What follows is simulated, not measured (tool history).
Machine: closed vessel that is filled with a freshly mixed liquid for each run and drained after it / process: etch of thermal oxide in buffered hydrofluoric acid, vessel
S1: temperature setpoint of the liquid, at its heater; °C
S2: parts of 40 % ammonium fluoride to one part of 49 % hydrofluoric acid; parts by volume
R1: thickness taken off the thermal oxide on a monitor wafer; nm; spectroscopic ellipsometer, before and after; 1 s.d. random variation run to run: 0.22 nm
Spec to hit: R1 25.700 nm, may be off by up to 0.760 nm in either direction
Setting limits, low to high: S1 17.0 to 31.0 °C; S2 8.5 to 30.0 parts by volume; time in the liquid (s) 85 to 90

run 1 hour=0.0 | S1=23.0 S2=23.5 time_in_the_liquid_(s)=85 | R1=35.942
run 2 hour=5.7 | S1=21.5 S2=23.5 time_in_the_liquid_(s)=85 | R1=33.268
run 3 hour=14.4 | S1=24.0 S2=23.5 time_in_the_liquid_(s)=85 | R1=38.333
run 4 hour=17.1 | S1=24.0 S2=26.0 time_in_the_liquid_(s)=85 | R1=35.610
run 5 hour=20.8 | S1=24.0 S2=26.0 time_in_the_liquid_(s)=90 | R1=38.242
run 6 hour=22.5 | S1=23.0 S2=26.0 time_in_the_liquid_(s)=90 | R1=36.236
run 7 hour=30.2 | S1=22.5 S2=26.0 time_in_the_liquid_(s)=90 | R1=35.062
run 8 hour=32.7 | S1=22.0 S2=26.0 time_in_the_liquid_(s)=90 | R1=33.652
run 9 hour=36.0 | S1=22.0 S2=26.0 time_in_the_liquid_(s)=90 | R1=33.955
run 10 hour=40.0 | S1=18.0 S2=26.5 time_in_the_liquid_(s)=90 | R1=26.502

5 candidate next runs follow, results not yet known. Just one meets every target within its allowed miss. Identify it.
run A hour=44.0 | S1=18.0 S2=25.5 time_in_the_liquid_(s)=85 | R1=?
run B hour=44.0 | S1=20.0 S2=28.0 time_in_the_liquid_(s)=85 | R1=?
run C hour=44.0 | S1=18.5 S2=25.5 time_in_the_liquid_(s)=90 | R1=?
run D hour=44.0 | S1=19.0 S2=24.5 time_in_the_liquid_(s)=85 | R1=?
run E hour=44.0 | S1=19.0 S2=25.0 time_in_the_liquid_(s)=85 | R1=?

move=A R1=25.728
move=B R1=27.050
move=C R1=28.039
move=D R1=28.020
move=E R1=27.631
A: all results land within tolerance of their targets
B: further off than the last run
C: further off than the last run
D: further off than the last run
E: further off than the last run
Answer: A
